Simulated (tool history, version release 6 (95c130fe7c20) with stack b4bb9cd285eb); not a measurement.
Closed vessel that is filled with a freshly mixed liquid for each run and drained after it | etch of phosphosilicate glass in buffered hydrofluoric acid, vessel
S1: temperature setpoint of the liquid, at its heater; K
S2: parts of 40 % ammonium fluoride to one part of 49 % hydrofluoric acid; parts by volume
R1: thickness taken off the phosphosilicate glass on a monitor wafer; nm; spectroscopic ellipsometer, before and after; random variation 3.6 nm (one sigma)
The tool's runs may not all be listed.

Run 1, day 0.000: S1 294.15 K, S2 10.0 parts by volume, time in the liquid (s) 95. Result: R1 527.52 nm.
Run 2, day 0.233: S1 294.15 K, S2 10.0 parts by volume, time in the liquid (s) 100. Result: R1 541.86 nm.
Run 3, day 0.492: S1 293.65 K, S2 10.0 parts by volume, time in the liquid (s) 100. Result: R1 525.44 nm.
Run 4, day 0.621: S1 293.65 K, S2 7.0 parts by volume, time in the liquid (s) 100. Result: R1 755.04 nm.
Run 5, day 0.967: S1 290.15 K, S2 7.0 parts by volume, time in the liquid (s) 100. Result: R1 609.79 nm.
Run 6, day 1.300: S1 290.15 K, S2 5.0 parts by volume, time in the liquid (s) 100. Result: R1 824.07 nm.

Forecast run 7:
Run 7, day 1.571: S1 290.15 K, S2 6.0 parts by volume, time in the liquid (s) 100. Result: R1 ?.

{"run 7": {"R1": 687.24}}
